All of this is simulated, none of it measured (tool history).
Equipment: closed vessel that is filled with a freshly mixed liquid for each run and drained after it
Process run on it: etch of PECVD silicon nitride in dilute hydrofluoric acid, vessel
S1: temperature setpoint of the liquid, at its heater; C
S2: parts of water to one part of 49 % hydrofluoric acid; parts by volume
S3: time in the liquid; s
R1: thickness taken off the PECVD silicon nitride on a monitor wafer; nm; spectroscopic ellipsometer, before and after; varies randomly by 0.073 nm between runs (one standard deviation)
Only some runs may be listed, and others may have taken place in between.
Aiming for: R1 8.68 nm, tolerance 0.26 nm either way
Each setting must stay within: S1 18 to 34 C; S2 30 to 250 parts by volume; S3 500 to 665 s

run    day    S1   S2   S3      R1
  1      0    26  140  665  17.953
  2  0.288    26  165  665  15.289
  3  0.688  29.5  165  665  19.136
  4  0.808    28  165  665  17.327
  5  0.971    28  165  665  17.421
  6  1.138  26.5  165  665  15.719
  7  1.321  25.5  165  665  14.936
  8  1.421  24.5  165  665  14.137
  9  1.717  23.5  170  665  12.627
 10  1.929  19.5  170  665  9.8351

5 candidate next runs follow, results not yet known. Just one meets every target within its allowed miss. Identify it.
  A  2.142  20.5  205  665   ?
  B  2.142    22  195  635   ?
  C  2.142  19.5  205  665   ?
  D  2.142    19  175  590   ?
  E  2.142  24.5  175  555   ?

move      R1
   A  8.6978
   B  9.6127
   C  8.1462
   D  8.1499
   E  10.972
A: hits every target within its allowed miss
B: nearer the targets than the last run, but a result is still out of spec
C: takes the biggest miss from the last run beyond its target
D: takes the biggest miss from the last run beyond its target
E: lands further from the targets than the last run did
Answer: A

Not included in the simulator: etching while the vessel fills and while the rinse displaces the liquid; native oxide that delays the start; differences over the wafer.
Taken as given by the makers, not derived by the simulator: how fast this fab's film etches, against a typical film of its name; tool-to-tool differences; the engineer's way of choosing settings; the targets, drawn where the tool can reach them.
